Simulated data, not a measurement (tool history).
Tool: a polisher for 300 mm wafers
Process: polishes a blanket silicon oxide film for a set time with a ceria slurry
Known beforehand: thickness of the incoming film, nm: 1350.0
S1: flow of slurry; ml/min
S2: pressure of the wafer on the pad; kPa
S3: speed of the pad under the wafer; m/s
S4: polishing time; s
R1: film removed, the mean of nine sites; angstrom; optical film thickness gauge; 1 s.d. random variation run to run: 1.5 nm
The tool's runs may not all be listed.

Run 1, hour 0.0: S1 200 ml/min, S2 26.2 kPa, S3 1.10 m/s, S4 30 s. Result: R1 1609.9 angstrom.
Run 2, hour 1.4: S1 200 ml/min, S2 26.2 kPa, S3 1.26 m/s, S4 30 s. Result: R1 1794.3 angstrom.
Run 3, hour 4.1: S1 200 ml/min, S2 24.1 kPa, S3 1.26 m/s, S4 30 s. Result: R1 1662.4 angstrom.
Run 4, hour 7.0: S1 200 ml/min, S2 24.1 kPa, S3 1.16 m/s, S4 30 s. Result: R1 1537.4 angstrom.
Run 5, hour 8.1: S1 200 ml/min, S2 22.8 kPa, S3 1.16 m/s, S4 30 s. Result: R1 1422.2 angstrom.
Run 6, hour 13.9: S1 200 ml/min, S2 22.8 kPa, S3 1.00 m/s, S4 30 s. Result: R1 1296.0 angstrom.
Run 7, hour 14.4: S1 200 ml/min, S2 22.1 kPa, S3 1.00 m/s, S4 30 s. Result: R1 1212.2 angstrom.
Run 8, hour 22.1: S1 200 ml/min, S2 21.4 kPa, S3 1.00 m/s, S4 30 s. Result: R1 1194.7 angstrom.
At hour 23.5: slurry nozzle cleaned.
Run 9, hour 23.5: S1 200 ml/min, S2 20.7 kPa, S3 1.00 m/s, S4 30 s. Result: R1 1231.4 angstrom.

What does the tool deliver on the next run?
Run 10, hour 30.0: S1 200 ml/min, S2 20.7 kPa, S3 1.00 m/s, S4 30 s. Result: R1 ?.

{"run 10": {"R1": 1217.4}}

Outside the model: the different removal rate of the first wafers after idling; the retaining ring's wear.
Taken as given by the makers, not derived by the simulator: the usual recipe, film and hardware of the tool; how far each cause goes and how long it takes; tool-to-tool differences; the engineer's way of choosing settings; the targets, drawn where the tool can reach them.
